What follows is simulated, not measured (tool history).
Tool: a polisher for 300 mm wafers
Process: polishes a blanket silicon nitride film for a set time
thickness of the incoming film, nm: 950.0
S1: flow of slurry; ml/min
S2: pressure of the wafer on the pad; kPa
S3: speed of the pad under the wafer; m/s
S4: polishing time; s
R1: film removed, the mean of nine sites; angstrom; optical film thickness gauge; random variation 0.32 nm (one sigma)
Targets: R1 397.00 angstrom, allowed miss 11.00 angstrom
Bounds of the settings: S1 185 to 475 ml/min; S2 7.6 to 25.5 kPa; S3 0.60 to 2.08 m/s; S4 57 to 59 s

run  hour   S1    S2    S3  S4       R1
  1   0.0  305  16.5  1.34  57   852.98
  2   2.2  340  16.5  1.34  57   876.82
  3   4.3  340  16.5  1.34  57   877.36
  4  12.9  340  16.5  1.64  57  1020.10
  5  14.8  340  16.5  1.64  57  1014.80
  6  21.5  340  13.1  1.64  57   796.34
  7  25.9  330  12.4  1.56  57   722.23
  8  33.5  320  11.7  1.50  57   672.66
  9  37.3  315  11.0  1.42  57   604.51
 10  45.9  310  10.3  1.38  57   561.56
 11  50.0  305   9.7  1.34  57   509.41
 12  56.2  300   9.7  1.32  57   507.84
 13  59.5  295   9.7  1.30  57   501.25
 14  63.0  290   9.7  1.28  57   496.16
 15  63.9  285   7.6  1.08  57   341.29

5 next moves are on the table. One of them brings every result within its allowed miss. Which?
  A  64.8  340  7.6  1.18  57   ?
  B  64.8  265  9.0  1.04  58   ?
  C  64.8  275  7.6  0.84  57   ?
  D  64.8  330  8.3  1.02  58   ?
  E  64.8  295  7.6  0.88  57   ?

move      R1
   A  375.62
   B  398.96
   C  289.86
   D  372.99
   E  301.51
A: nearer than the last run, and not there yet
B: meets every target
C: further off than the last run
D: nearer than the last run, and not there yet
E: further off than the last run
The right move is B.

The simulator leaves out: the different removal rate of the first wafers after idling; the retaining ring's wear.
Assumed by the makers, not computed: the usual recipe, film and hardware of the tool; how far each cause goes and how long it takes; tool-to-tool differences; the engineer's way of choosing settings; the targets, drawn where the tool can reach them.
